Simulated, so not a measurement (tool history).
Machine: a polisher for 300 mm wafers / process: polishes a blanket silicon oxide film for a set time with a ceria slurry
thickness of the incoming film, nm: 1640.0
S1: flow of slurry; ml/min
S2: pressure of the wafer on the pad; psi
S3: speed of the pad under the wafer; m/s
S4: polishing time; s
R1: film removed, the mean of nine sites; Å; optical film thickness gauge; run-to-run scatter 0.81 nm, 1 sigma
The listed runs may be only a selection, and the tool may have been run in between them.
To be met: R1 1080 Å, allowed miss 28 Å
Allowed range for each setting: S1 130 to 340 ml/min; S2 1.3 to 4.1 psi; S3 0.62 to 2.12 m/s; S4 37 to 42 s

run	hour	S1	S2	S3	S4	R1
1	0	220	2.7	1.36	42	2286.3
2	1.6	220	3.3	1.36	42	2799.7
3	10	215	2.9	1.28	42	2279.2
4	18.6	210	2.6	1.24	42	2009.3
5	20.3	210	2.6	1.56	42	2538.1
6	27.7	210	2.6	1.32	42	2157.3
7	34.3	210	2.3	1.24	42	1784.8
8	41.4	210	2.1	1.2	42	1609.9
9	49.7	210	1.9	1.18	42	1424

Exercise: of the 5 proposed moves below, exactly one satisfies all targets within the stated allowed misses. Which move is it?
A	58	195	2	1.24	42	?
B	58	220	1.8	1.04	37	?
C	58	210	1.8	0.98	37	?
D	58	220	1.5	1.26	42	?
E	58	200	2.2	1.28	42	?

move	R1
A	1550.3
B	1066.8
C	1001.6
D	1242.3
E	1748.1
A: moves away from the targets compared with the last run
B: every result lands within tolerance
C: moves the result that the last run missed by most past its target, out the other side
D: nearer the targets than the last run, but a result is still out of spec
E: moves away from the targets compared with the last run
The right move is B.
